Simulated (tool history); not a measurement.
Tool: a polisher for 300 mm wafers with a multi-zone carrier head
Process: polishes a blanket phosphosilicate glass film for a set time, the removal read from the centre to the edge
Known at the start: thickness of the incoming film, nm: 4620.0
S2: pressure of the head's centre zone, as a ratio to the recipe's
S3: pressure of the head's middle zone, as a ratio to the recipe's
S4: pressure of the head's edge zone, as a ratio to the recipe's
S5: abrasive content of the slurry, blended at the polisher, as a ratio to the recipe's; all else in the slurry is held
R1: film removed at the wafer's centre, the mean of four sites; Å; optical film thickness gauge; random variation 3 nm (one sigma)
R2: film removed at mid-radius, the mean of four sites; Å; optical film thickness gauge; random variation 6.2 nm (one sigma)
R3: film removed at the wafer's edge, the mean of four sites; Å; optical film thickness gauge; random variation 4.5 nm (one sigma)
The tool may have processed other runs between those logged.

{"run": 1, "hour": 0.0, "flow of slurry (ml/min)": 160, "S2": 1.0, "S3": 1.0, "S4": 1.0, "S5": 1.0, "polishing time (s)": 74, "R1": 6398.8, "R2": 6342.8, "R3": 6256.3}
{"run": 2, "hour": 3.0, "flow of slurry (ml/min)": 155, "S2": 0.97, "S3": 1.0, "S4": 1.0, "S5": 1.0, "polishing time (s)": 74, "R1": 6121.7, "R2": 6301.7, "R3": 6252.1}
{"run": 3, "hour": 4.6, "flow of slurry (ml/min)": 150, "S2": 0.95, "S3": 1.0, "S4": 0.99, "S5": 1.0, "polishing time (s)": 74, "R1": 5987.6, "R2": 6219.2, "R3": 6171.8}
{"run": 4, "hour": 6.1, "flow of slurry (ml/min)": 145, "S2": 0.93, "S3": 1.0, "S4": 0.99, "S5": 1.0, "polishing time (s)": 74, "R1": 5752.5, "R2": 6182.9, "R3": 6203.3}
{"run": 5, "hour": 7.6, "flow of slurry (ml/min)": 145, "S2": 0.9, "S3": 1.0, "S4": 0.99, "S5": 1.0, "polishing time (s)": 74, "R1": 5607.7, "R2": 6132.7, "R3": 6210.8}
{"run": 6, "hour": 15.7, "flow of slurry (ml/min)": 145, "S2": 0.9, "S3": 0.95, "S4": 0.99, "S5": 1.0, "polishing time (s)": 74, "R1": 5592.7, "R2": 5924.2, "R3": 6096.9}
{"run": 7, "hour": 16.9, "flow of slurry (ml/min)": 140, "S2": 0.89, "S3": 0.96, "S4": 0.98, "S5": 1.0, "polishing time (s)": 74, "R1": 5456.4, "R2": 5997.4, "R3": 6125.2}
{"run": 8, "hour": 17.6, "flow of slurry (ml/min)": 135, "S2": 0.88, "S3": 0.96, "S4": 0.97, "S5": 1.0, "polishing time (s)": 74, "R1": 5440.1, "R2": 5870.5, "R3": 6087.2}
{"run": 9, "hour": 25.0, "flow of slurry (ml/min)": 135, "S2": 0.87, "S3": 0.97, "S4": 0.97, "S5": 1.0, "polishing time (s)": 74, "R1": 5327.3, "R2": 5995.5, "R3": 6023.4}
{"run": 10, "hour": 33.1, "flow of slurry (ml/min)": 130, "S2": 0.86, "S3": 0.97, "S4": 0.97, "S5": 1.0, "polishing time (s)": 74, "R1": 5190.2, "R2": 5875.0, "R3": 6015.0}
{"run": 11, "hour": 40.9, "flow of slurry (ml/min)": 125, "S2": 0.85, "S3": 0.97, "S4": 0.96, "S5": 1.0, "polishing time (s)": 74, "R1": 5037.8, "R2": 5802.0, "R3": 5911.1}
{"run": 12, "hour": 46.2, "flow of slurry (ml/min)": 120, "S2": 0.85, "S3": 0.97, "S4": 0.96, "S5": 1.0, "polishing time (s)": 74, "R1": 5065.7, "R2": 5784.5, "R3": 5767.7}
{"run": 13, "hour": 47.8, "flow of slurry (ml/min)": 105, "S2": 0.81, "S3": 0.99, "S4": 1.03, "S5": 0.95, "polishing time (s)": 74, "R1": 4442.4, "R2": 5617.3, "R3": 5680.9}
{"run": 14, "hour": 54.2, "flow of slurry (ml/min)": 130, "S2": 0.83, "S3": 0.98, "S4": 1.01, "S5": 0.95, "polishing time (s)": 74, "R1": 4875.2, "R2": 5710.0, "R3": 5873.7}
{"run": 15, "hour": 62.6, "flow of slurry (ml/min)": 130, "S2": 0.83, "S3": 0.98, "S4": 1.01, "S5": 0.95, "polishing time (s)": 74, "R1": 4808.8, "R2": 5798.4, "R3": 5826.0}

Run 16 is up next; what results do you expect?
{"run": 16, "hour": 66.7, "flow of slurry (ml/min)": 130, "S2": 0.83, "S3": 0.98, "S4": 1.01, "S5": 0.95, "polishing time (s)": 74, "R1": "?", "R2": "?", "R3": "?"}

{"run 16": {"R1": 4827.8, "R2": 5813.2, "R3": 5837.7}}

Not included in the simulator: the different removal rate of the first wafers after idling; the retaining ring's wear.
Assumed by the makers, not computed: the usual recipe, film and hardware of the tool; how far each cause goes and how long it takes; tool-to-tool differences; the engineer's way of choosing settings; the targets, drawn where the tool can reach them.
